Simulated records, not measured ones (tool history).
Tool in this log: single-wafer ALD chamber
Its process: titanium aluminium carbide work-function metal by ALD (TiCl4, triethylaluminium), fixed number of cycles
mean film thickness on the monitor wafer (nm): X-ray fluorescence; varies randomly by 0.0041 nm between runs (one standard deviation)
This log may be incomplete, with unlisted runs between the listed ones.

run	hour	heater temperature setpoint (°C)	triethylaluminium pulse time (s)	mean film thickness on the monitor wafer (nm)
1	0.0	275	12.28	1.7244
2	6.5	272	11.96	1.7077
3	9.2	272	8.48	1.6481
4	10.7	267	8.48	1.6010
5	14.1	271	8.48	1.6414
6	18.2	270	8.36	1.6305
7	25.7	269	8.26	1.6151
8	34.2	268	8.19	1.5993
9	36.1	268	8.16	1.6060

Forecast run 10:
10	43.7	263	7.63	?

{"run 10": {"mean film thickness on the monitor wafer (nm)": 1.5417}}
